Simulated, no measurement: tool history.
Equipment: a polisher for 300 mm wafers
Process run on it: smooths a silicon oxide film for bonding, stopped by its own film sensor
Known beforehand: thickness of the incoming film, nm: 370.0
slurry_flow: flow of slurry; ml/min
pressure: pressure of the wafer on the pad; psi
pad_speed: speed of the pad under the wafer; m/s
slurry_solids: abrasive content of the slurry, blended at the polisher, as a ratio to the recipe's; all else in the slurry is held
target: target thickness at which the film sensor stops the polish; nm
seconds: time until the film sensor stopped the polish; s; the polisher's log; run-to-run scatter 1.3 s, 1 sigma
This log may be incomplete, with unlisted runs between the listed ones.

run	hour	slurry_flow	pressure	pad_speed	slurry_solids	target	seconds
1	0	295	2.2	0.74	1	337	60.467
2	5.9	295	2.2	0.88	1	337	56.32
3	11.6	295	2.2	1.06	1	337	48.394
4	15.4	295	1.9	1.04	1	337	57.994
5	22.3	295	1.9	1.04	1	341	51.184
6	28.1	295	1.6	1.02	1	341	59.499
7	35.9	295	1.4	1	1	341	69.337

For run 8, what comes out?
8	42.8	295	1.3	1	1	341	?

{"run 8": {"seconds": 71.912}}

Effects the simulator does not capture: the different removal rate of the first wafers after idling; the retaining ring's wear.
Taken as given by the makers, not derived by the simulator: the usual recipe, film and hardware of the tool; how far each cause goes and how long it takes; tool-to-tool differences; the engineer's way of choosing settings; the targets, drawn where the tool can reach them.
